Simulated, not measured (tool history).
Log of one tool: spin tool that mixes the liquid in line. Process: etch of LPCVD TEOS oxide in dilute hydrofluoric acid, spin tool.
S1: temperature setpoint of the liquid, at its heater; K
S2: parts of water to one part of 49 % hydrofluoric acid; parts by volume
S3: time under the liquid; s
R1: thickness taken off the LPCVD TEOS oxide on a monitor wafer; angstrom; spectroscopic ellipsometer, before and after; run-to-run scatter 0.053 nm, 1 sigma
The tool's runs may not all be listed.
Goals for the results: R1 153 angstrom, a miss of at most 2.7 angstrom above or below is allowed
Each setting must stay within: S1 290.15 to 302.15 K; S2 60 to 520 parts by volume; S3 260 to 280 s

| run | day | S1 | S2 | S3 | R1 |
|---|---|---|---|---|---|
| 1 | 0 | 294.15 | 290 | 260 | 323.22 |
| 2 | 0.25 | 294.15 | 370 | 260 | 235.2 |
| 3 | 0.421 | 293.15 | 390 | 260 | 211.62 |
| 4 | 0.462 | 292.65 | 405 | 260 | 197.05 |
| 5 | 0.658 | 292.65 | 460 | 260 | 167.25 |
| 6 | 0.842 | 292.15 | 460 | 260 | 164.49 |
| 7 | 0.929 | 291.65 | 460 | 260 | 160.84 |
| 8 | 1.133 | 291.15 | 460 | 260 | 158.84 |
| 9 | 1.221 | 290.65 | 460 | 260 | 156.72 |

4 next moves are on the table. One of them brings every result within its allowed miss. Which?
| A | 1.308 | 290.15 | 485 | 270 | ? |
| B | 1.308 | 290.15 | 480 | 275 | ? |
| C | 1.308 | 291.15 | 490 | 260 | ? |
| D | 1.308 | 291.65 | 520 | 280 | ? |

| move | R1 |
|---|---|
| A | 147.53 |
| B | 152.39 |
| C | 145.02 |
| D | 146.37 |
A: the result that was furthest off in the last run now lies on the other side of its target
B: hits every target within its allowed miss
C: the result that was furthest off in the last run now lies on the other side of its target
D: the result that was furthest off in the last run now lies on the other side of its target
The right move is B.

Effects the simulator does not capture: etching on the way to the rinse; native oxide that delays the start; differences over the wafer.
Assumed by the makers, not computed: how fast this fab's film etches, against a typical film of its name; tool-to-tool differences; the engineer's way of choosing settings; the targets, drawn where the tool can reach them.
